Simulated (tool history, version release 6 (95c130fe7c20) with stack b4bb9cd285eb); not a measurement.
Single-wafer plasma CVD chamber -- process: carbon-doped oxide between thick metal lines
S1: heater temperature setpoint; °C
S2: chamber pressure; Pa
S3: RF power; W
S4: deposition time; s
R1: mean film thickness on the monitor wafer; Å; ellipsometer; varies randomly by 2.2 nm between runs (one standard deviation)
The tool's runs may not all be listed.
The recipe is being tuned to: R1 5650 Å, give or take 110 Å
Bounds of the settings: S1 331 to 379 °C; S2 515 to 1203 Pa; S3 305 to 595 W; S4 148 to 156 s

run	hour	S1	S2	S3	S4	R1
1	0	355	859	450	156	8624.8
2	4.3	358	809	430	155	8044.3
3	13	360	775	410	154	7539.7
4	19.5	362	741	400	154	7300
5	21.6	362	741	400	156	7357.4
6	22.6	362	741	400	148	6993
7	30.4	364	711	390	148	6692
8	37.7	364	711	390	148	6699.1
9	44.8	366	684	385	148	6515.4
10	51	367	661	385	148	6480.4
11	57.2	368	641	380	148	6352.2
12	59.2	375	527	315	148	4731.5
13	66.9	372	539	315	148	4785.6
14	73.8	372	539	315	148	4841
# hour 77.8: thermocouple changed; heater temperature recalibrated
15	77.8	360	711	385	149	6680.5
16	80.3	361	683	380	149	6469.4
17	82.8	361	683	380	149	6488
18	89.5	361	659	375	149	6359.2
19	94.8	362	639	375	149	6212.1
20	102	362	623	375	149	6237.2
21	109.7	363	607	375	149	6207.9
22	117.2	364	593	375	149	6152.9
23	122	365	583	375	149	6139.1
24	127	365	573	375	149	6100.8
25	134.3	370	515	330	148	5024.2

Which of these 4 next moves meets every target?
A	141.6	369	708	345	155	?
B	141.6	370	533	360	156	?
C	141.6	367	545	355	155	?
D	141.6	360	539	340	154	?

move	R1
A	5920.2
B	5927.7
C	5856.3
D	5597.9
A: carries the result that was furthest off beyond its target, to the other side
B: carries the result that was furthest off beyond its target, to the other side
C: carries the result that was furthest off beyond its target, to the other side
D: meets every target
The right move is D.

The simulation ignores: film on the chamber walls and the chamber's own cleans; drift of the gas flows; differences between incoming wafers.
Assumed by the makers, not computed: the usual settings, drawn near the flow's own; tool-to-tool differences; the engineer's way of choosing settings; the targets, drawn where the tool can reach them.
